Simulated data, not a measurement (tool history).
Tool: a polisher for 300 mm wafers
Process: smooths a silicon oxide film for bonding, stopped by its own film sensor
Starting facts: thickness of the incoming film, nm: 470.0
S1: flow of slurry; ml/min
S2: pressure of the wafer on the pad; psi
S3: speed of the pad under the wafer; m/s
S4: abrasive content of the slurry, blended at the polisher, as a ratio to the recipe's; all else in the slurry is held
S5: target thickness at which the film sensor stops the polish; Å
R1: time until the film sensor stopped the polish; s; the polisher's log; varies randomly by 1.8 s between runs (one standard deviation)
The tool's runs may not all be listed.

Run 1, hour 0: S1 175 ml/min, S2 2.3 psi, S3 0.82 m/s, S4 1, S5 4340 Å. Result: R1 55.541 s.
Run 2, hour 3.1: S1 175 ml/min, S2 2.1 psi, S3 0.8 m/s, S4 1, S5 4340 Å. Result: R1 59.176 s.
Run 3, hour 4.6: S1 175 ml/min, S2 1.9 psi, S3 0.78 m/s, S4 1, S5 4340 Å. Result: R1 65.583 s.
Run 4, hour 13.1: S1 175 ml/min, S2 1.7 psi, S3 0.76 m/s, S4 1, S5 4340 Å. Result: R1 74.355 s.
Run 5, hour 18.7: S1 175 ml/min, S2 2 psi, S3 0.76 m/s, S4 1, S5 4340 Å. Result: R1 66.17 s.
Run 6, hour 22.5: S1 175 ml/min, S2 1.8 psi, S3 0.74 m/s, S4 1, S5 4340 Å. Result: R1 71.076 s.
Run 7, hour 26.4: S1 175 ml/min, S2 1.7 psi, S3 0.72 m/s, S4 1, S5 4340 Å. Result: R1 79.375 s.

Run 8 is up next; what results do you expect?
Run 8, hour 28.5: S1 175 ml/min, S2 1.6 psi, S3 0.72 m/s, S4 1, S5 4340 Å. Result: R1 ?.

{"run 8": {"R1": 82.004}}
